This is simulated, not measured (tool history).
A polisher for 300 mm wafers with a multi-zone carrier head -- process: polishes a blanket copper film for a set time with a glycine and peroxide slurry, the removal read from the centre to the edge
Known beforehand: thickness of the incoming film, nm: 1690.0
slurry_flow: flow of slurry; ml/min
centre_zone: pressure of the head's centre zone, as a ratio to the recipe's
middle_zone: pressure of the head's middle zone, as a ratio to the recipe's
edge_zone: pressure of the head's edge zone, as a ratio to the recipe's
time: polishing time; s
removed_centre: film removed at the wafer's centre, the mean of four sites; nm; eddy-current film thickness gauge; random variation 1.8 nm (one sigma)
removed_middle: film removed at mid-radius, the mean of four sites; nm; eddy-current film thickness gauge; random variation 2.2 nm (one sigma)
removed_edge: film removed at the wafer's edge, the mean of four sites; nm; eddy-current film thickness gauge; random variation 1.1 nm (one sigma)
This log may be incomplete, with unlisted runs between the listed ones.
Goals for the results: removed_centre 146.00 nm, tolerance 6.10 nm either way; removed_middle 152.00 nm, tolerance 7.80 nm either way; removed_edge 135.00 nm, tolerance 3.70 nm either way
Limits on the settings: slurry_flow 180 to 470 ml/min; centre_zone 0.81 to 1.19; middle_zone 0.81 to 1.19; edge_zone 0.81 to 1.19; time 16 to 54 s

run,hour,slurry_flow,centre_zone,middle_zone,edge_zone,time,removed_centre,removed_middle,removed_edge
1,0.0,300,1.00,1.00,1.00,35,115.29,114.40,115.77
2,0.5,300,1.00,1.00,1.00,40,129.88,128.70,131.27
3,8.6,300,1.00,1.00,1.00,45,149.48,150.19,147.42
4,10.6,300,1.00,1.01,0.98,45,150.65,150.15,144.09
5,16.9,300,0.94,1.01,0.98,45,138.32,148.01,145.15
6,21.6,300,0.94,1.07,0.98,45,138.86,156.90,147.10
7,25.8,300,0.95,1.07,0.96,45,138.76,155.00,146.57
8,30.3,300,0.96,1.08,0.94,45,144.52,157.78,144.13
9,33.0,300,0.96,1.08,0.93,45,141.43,153.79,141.93

Of the 4 settings listed for the next run, only one would bring every result within its allowed miss of target. Which one?
A,35.7,395,0.95,0.99,1.02,44,?,?,?
B,35.7,330,1.01,1.07,0.88,43,?,?,?
C,35.7,290,0.97,1.05,0.95,46,?,?,?
D,35.7,375,0.97,1.01,0.94,46,?,?,?

move,removed_centre,removed_middle,removed_edge
A,140.50,145.83,148.85
B,142.75,149.88,133.96
C,145.06,155.72,147.01
D,149.02,154.42,149.14
A: further off than the last run
B: meets every target
C: further off than the last run
D: further off than the last run
Go with B: it meets all targets.
